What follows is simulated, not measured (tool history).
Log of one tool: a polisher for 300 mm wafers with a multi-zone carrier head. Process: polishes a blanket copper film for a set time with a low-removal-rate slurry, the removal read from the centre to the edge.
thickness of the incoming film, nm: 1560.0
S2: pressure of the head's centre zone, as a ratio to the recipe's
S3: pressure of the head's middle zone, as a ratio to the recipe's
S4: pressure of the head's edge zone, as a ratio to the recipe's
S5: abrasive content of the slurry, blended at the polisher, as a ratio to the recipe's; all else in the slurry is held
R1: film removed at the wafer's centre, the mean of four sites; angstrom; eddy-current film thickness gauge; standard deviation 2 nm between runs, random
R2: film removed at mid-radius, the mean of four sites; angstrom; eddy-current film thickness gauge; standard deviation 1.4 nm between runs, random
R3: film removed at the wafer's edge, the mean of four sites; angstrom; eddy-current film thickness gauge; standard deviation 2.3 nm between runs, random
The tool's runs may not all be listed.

{"run": 1, "hour": 0.0, "flow of slurry (ml/min)": 295, "S2": 1.0, "S3": 1.0, "S4": 1.0, "S5": 1.0, "polishing time (s)": 85, "R1": 3559.9, "R2": 3454.2, "R3": 3557.9}
{"run": 2, "hour": 7.2, "flow of slurry (ml/min)": 370, "S2": 1.0, "S3": 1.0, "S4": 1.0, "S5": 1.0, "polishing time (s)": 85, "R1": 3610.7, "R2": 3551.4, "R3": 3558.9}
{"run": 3, "hour": 8.2, "flow of slurry (ml/min)": 370, "S2": 1.0, "S3": 1.0, "S4": 1.05, "S5": 1.0, "polishing time (s)": 85, "R1": 3637.6, "R2": 3524.7, "R3": 3651.2}
{"run": 4, "hour": 9.7, "flow of slurry (ml/min)": 370, "S2": 1.0, "S3": 1.09, "S4": 1.05, "S5": 1.0, "polishing time (s)": 85, "R1": 3668.6, "R2": 3778.7, "R3": 3722.4}
{"run": 5, "hour": 12.8, "flow of slurry (ml/min)": 370, "S2": 1.04, "S3": 1.09, "S4": 1.05, "S5": 1.0, "polishing time (s)": 85, "R1": 3766.6, "R2": 3794.6, "R3": 3684.8}
{"run": 6, "hour": 19.2, "flow of slurry (ml/min)": 370, "S2": 0.97, "S3": 1.09, "S4": 1.05, "S5": 1.0, "polishing time (s)": 85, "R1": 3650.7, "R2": 3739.0, "R3": 3684.4}
{"run": 7, "hour": 24.7, "flow of slurry (ml/min)": 355, "S2": 0.94, "S3": 1.07, "S4": 1.04, "S5": 0.9, "polishing time (s)": 76, "R1": 3044.0, "R2": 3258.7, "R3": 3277.7}
{"run": 8, "hour": 25.5, "flow of slurry (ml/min)": 350, "S2": 0.95, "S3": 1.03, "S4": 1.01, "S5": 0.8, "polishing time (s)": 69, "R1": 2684.9, "R2": 2785.8, "R3": 2805.9}
{"run": 9, "hour": 29.7, "flow of slurry (ml/min)": 350, "S2": 0.95, "S3": 1.03, "S4": 1.01, "S5": 0.8, "polishing time (s)": 69, "R1": 2677.4, "R2": 2818.0, "R3": 2738.8}
{"run": 10, "hour": 30.7, "flow of slurry (ml/min)": 345, "S2": 0.93, "S3": 0.99, "S4": 1.0, "S5": 0.75, "polishing time (s)": 65, "R1": 2390.7, "R2": 2506.7, "R3": 2565.0}
{"run": 11, "hour": 34.9, "flow of slurry (ml/min)": 335, "S2": 0.9, "S3": 0.91, "S4": 0.9, "S5": 0.5, "polishing time (s)": 43, "R1": 1482.8, "R2": 1411.5, "R3": 1541.6}
{"run": 12, "hour": 37.1, "flow of slurry (ml/min)": 340, "S2": 0.91, "S3": 0.93, "S4": 0.93, "S5": 0.5, "polishing time (s)": 42, "R1": 1450.1, "R2": 1394.4, "R3": 1463.8}
{"run": 13, "hour": 40.7, "flow of slurry (ml/min)": 340, "S2": 0.9, "S3": 0.94, "S4": 0.93, "S5": 0.55, "polishing time (s)": 42, "R1": 1448.8, "R2": 1454.9, "R3": 1532.6}
{"run": 14, "hour": 49.3, "flow of slurry (ml/min)": 335, "S2": 0.91, "S3": 0.95, "S4": 0.95, "S5": 0.6, "polishing time (s)": 42, "R1": 1486.0, "R2": 1472.9, "R3": 1534.6}
{"run": 15, "hour": 56.9, "flow of slurry (ml/min)": 335, "S2": 0.91, "S3": 0.95, "S4": 0.95, "S5": 0.6, "polishing time (s)": 42, "R1": 1494.9, "R2": 1506.3, "R3": 1551.2}

Run 16 is up next; what results do you expect?
{"run": 16, "hour": 65.9, "flow of slurry (ml/min)": 345, "S2": 0.91, "S3": 0.95, "S4": 0.97, "S5": 0.65, "polishing time (s)": 42, "R1": "?", "R2": "?", "R3": "?"}

R1: 1551.7 angstrom
R2: 1506.6 angstrom
R3: 1630.2 angstrom

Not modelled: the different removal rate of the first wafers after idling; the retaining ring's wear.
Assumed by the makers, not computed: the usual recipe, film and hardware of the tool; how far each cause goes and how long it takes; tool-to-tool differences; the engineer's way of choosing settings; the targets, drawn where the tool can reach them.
